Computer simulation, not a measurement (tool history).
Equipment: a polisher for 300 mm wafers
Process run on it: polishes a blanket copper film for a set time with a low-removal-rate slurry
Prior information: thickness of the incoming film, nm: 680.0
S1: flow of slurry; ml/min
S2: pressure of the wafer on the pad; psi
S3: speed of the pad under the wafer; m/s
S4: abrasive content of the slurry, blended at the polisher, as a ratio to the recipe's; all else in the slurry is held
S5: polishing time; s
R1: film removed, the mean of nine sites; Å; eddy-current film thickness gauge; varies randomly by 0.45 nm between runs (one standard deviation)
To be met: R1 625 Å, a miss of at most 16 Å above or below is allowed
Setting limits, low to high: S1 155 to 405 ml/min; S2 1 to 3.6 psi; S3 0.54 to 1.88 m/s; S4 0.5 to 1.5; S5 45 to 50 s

run	hour	S1	S2	S3	S4	S5	R1
1	0	260	2.3	1.2	1	50	996.39
2	5.9	260	2.1	1.2	1	50	902.04
3	12.7	260	1.9	1.2	1	50	818.19
4	20.3	260	1.8	1.2	1	50	772.62
5	27.1	260	1.7	1.2	1	50	741.39
# hour 29.5: worn pad replaced by a new one
6	29.5	260	1.7	1.06	1	50	738.33
7	38.3	245	1.3	1.04	1	50	557.46
8	45.7	260	1.3	1.04	1	50	563.55
9	51.5	265	1.3	1.04	1	50	570
10	53	275	1.3	1.04	1	50	567.89

5 candidate next runs follow, results not yet known. Just one meets every target within its allowed miss. Identify it.
A	54.5	295	1.4	1.02	1	49	?
B	54.5	275	1.4	1.16	1	48	?
C	54.5	310	1.6	0.98	1.15	46	?
D	54.5	295	1.5	1.08	1	48	?
E	54.5	240	1.5	0.86	1.15	48	?

move	R1
A	591.95
B	652.27
C	626.48
D	654.44
E	528.35
A: closes in on the targets versus the last run, not all within tolerance yet
B: carries the result that was furthest off beyond its target, to the other side
C: meets every target
D: carries the result that was furthest off beyond its target, to the other side
E: further off than the last run
The move that meets every target is C.
